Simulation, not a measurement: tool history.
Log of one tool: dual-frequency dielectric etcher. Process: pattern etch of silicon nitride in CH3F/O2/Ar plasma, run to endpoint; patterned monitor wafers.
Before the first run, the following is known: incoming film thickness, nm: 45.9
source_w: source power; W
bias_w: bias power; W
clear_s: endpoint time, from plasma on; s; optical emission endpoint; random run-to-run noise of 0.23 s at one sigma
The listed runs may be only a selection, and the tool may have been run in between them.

run,hour,source_w,bias_w,clear_s
1,0.0,380,76,69.359
2,3.8,380,81,67.632
3,8.2,330,81,73.392
4,11.7,260,81,83.675
5,20.6,260,72,85.986
6,21.4,320,72,76.622
7,28.3,350,73,72.971

Run 8, settings as shown, results not yet in. Your forecast:
8,36.3,380,74,?

{"run 8": {"clear_s": 69.704}}
